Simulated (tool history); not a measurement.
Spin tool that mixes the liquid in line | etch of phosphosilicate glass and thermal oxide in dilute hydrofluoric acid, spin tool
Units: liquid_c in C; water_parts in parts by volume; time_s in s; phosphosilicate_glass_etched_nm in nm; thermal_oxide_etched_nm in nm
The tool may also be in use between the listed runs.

| run | day | liquid_c | water_parts | time_s | phosphosilicate_glass_etched_nm | thermal_oxide_etched_nm |
|---|---|---|---|---|---|---|
| 1 | 0.000 | 23.0 | 260 | 30 | 15.471 | 0.37307 |
| 2 | 0.104 | 23.0 | 260 | 20 | 10.209 | 0.26059 |
| 3 | 0.225 | 26.0 | 260 | 20 | 11.385 | 0.26948 |
| 4 | 0.279 | 26.5 | 235 | 20 | 13.248 | 0.33056 |
| 5 | 0.583 | 27.0 | 215 | 20 | 14.833 | 0.40162 |
| 6 | 0.638 | 27.5 | 200 | 20 | 16.658 | 0.40684 |
| 7 | 0.983 | 28.0 | 185 | 20 | 18.608 | 0.42868 |
|  | 1.225 | hydrofluoric acid flow meter replaced |
| 8 | 1.225 | 28.5 | 170 | 20 | 24.663 | 0.55515 |
| 9 | 1.517 | 28.5 | 155 | 20 | 27.701 | 0.66467 |
| 10 | 1.642 | 28.5 | 145 | 20 | 29.419 | 0.69104 |
| 11 | 1.975 | 28.5 | 135 | 20 | 32.388 | 0.72528 |
| 12 | 2.104 | 28.5 | 125 | 20 | 35.640 | 0.77889 |
| 13 | 2.308 | 29.0 | 115 | 20 | 39.355 | 0.90294 |
| 14 | 2.562 | 29.0 | 110 | 20 | 41.851 | 0.88549 |
| 15 | 2.850 | 29.0 | 105 | 20 | 43.713 | 0.95689 |
| 16 | 3.179 | 29.0 | 100 | 20 | 46.677 | 1.08700 |

Run 17 comes next. What will it give?
| 17 | 3.500 | 29.0 | 95 | 20 | ? | ? |

Run 17 gave phosphosilicate_glass_etched_nm 49.591 nm, thermal_oxide_etched_nm 1.05800 nm.

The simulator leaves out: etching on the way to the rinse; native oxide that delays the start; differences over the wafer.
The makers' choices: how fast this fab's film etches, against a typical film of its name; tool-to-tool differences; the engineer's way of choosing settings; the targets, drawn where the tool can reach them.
